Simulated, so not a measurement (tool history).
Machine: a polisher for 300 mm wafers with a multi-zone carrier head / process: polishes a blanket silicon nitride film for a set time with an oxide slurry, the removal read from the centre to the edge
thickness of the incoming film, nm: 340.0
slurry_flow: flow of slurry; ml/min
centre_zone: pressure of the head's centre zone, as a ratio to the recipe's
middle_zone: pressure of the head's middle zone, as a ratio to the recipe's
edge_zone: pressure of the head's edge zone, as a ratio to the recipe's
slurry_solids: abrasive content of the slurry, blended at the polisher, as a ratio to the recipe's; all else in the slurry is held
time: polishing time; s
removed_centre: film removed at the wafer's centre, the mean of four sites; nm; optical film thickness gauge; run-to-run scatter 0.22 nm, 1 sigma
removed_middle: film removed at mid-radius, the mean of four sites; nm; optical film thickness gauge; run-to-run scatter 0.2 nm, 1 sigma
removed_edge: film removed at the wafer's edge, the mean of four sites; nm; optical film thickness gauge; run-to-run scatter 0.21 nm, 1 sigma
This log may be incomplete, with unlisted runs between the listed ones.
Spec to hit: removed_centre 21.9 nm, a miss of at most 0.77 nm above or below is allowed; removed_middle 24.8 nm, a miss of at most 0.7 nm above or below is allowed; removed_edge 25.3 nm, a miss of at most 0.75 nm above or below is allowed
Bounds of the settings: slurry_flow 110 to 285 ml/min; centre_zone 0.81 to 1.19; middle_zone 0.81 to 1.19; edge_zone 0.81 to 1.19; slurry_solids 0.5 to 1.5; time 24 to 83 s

| run | hour | slurry_flow | centre_zone | middle_zone | edge_zone | slurry_solids | time | removed_centre | removed_middle | removed_edge |
|---|---|---|---|---|---|---|---|---|---|---|
| 1 | 0 | 180 | 1 | 1 | 1 | 1 | 53 | 32.805 | 28.05 | 29.382 |
| 2 | 1.7 | 165 | 0.96 | 1.02 | 1.01 | 0.95 | 53 | 30.04 | 27.96 | 27.894 |
| 3 | 4.1 | 165 | 0.96 | 0.94 | 1.01 | 0.95 | 53 | 30.575 | 25.8 | 27.944 |
| 4 | 6.1 | 165 | 0.96 | 0.94 | 0.93 | 0.95 | 53 | 30.162 | 25.902 | 27.378 |
|  | 6.8 | centre zone pressure recalibrated |
| 5 | 6.8 | 150 | 0.93 | 0.96 | 0.99 | 0.9 | 53 | 26.152 | 24.991 | 27.151 |
| 6 | 11.5 | 150 | 0.93 | 0.96 | 0.99 | 1 | 53 | 27.159 | 26.46 | 28.444 |
| 7 | 16 | 145 | 0.92 | 0.97 | 0.97 | 0.95 | 53 | 26.037 | 26.443 | 27.371 |
| 8 | 17.3 | 140 | 0.91 | 0.97 | 0.96 | 0.95 | 53 | 25.706 | 26.163 | 26.738 |
| 9 | 19.3 | 135 | 0.9 | 0.97 | 0.96 | 0.95 | 53 | 25.426 | 26.081 | 27.432 |
| 10 | 25.1 | 130 | 0.81 | 0.99 | 0.86 | 0.8 | 53 | 20.842 | 24.616 | 23.593 |

Of the 4 settings listed for the next run, only one would bring every result within its allowed miss of target. Which one?
| A | 30.9 | 165 | 0.84 | 1.04 | 0.81 | 0.75 | 51 | ? | ? | ? |
| B | 30.9 | 110 | 0.81 | 0.96 | 0.88 | 0.85 | 55 | ? | ? | ? |
| C | 30.9 | 160 | 0.85 | 1.18 | 1.01 | 0.5 | 56 | ? | ? | ? |
| D | 30.9 | 125 | 0.82 | 1.05 | 0.81 | 0.8 | 50 | ? | ? | ? |

| move | removed_centre | removed_middle | removed_edge |
|---|---|---|---|
| A | 21.419 | 24.544 | 22.003 |
| B | 21.946 | 24.578 | 24.885 |
| C | 19.962 | 25.166 | 22.399 |
| D | 20.155 | 23.973 | 21.54 |
A: misses by more than the last run did
B: every result within its allowed miss
C: misses by more than the last run did
D: misses by more than the last run did
Correct choice: B, which meets every target
